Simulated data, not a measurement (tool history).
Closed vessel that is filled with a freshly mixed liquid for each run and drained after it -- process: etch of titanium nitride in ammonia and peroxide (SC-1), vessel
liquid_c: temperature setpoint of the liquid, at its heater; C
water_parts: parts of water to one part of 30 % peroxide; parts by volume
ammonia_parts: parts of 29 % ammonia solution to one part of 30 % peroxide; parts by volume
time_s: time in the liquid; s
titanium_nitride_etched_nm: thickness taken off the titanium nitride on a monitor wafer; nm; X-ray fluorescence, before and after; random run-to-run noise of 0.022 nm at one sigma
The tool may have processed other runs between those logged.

run 1 hour=0.0 | liquid_c=54.0 water_parts=9.5 ammonia_parts=0.45 time_s=100 | titanium_nitride_etched_nm=11.7740
run 2 hour=5.6 | liquid_c=54.0 water_parts=7.5 ammonia_parts=0.45 time_s=100 | titanium_nitride_etched_nm=13.2530
run 3 hour=6.8 | liquid_c=57.0 water_parts=7.5 ammonia_parts=0.45 time_s=100 | titanium_nitride_etched_nm=16.3960
run 4 hour=14.3 | liquid_c=54.5 water_parts=7.5 ammonia_parts=0.45 time_s=100 | titanium_nitride_etched_nm=13.6610
run 5 hour=16.0 | liquid_c=57.5 water_parts=7.5 ammonia_parts=0.45 time_s=100 | titanium_nitride_etched_nm=16.8490
run 6 hour=17.0 | liquid_c=55.0 water_parts=7.5 ammonia_parts=0.45 time_s=100 | titanium_nitride_etched_nm=14.1810
run 7 hour=26.3 | liquid_c=53.0 water_parts=7.5 ammonia_parts=0.45 time_s=100 | titanium_nitride_etched_nm=12.3870
run 8 hour=28.7 | liquid_c=45.0 water_parts=7.5 ammonia_parts=0.45 time_s=100 | titanium_nitride_etched_nm=7.1254
run 9 hour=34.1 | liquid_c=44.5 water_parts=7.5 ammonia_parts=0.45 time_s=100 | titanium_nitride_etched_nm=6.8796
run 10 hour=41.7 | liquid_c=44.5 water_parts=7.5 ammonia_parts=0.45 time_s=100 | titanium_nitride_etched_nm=6.8698

Expected results for the next run?
run 11 hour=45.9 | liquid_c=44.0 water_parts=7.5 ammonia_parts=0.45 time_s=100 | titanium_nitride_etched_nm=?

Run 11 produced titanium_nitride_etched_nm 6.5907 nm.
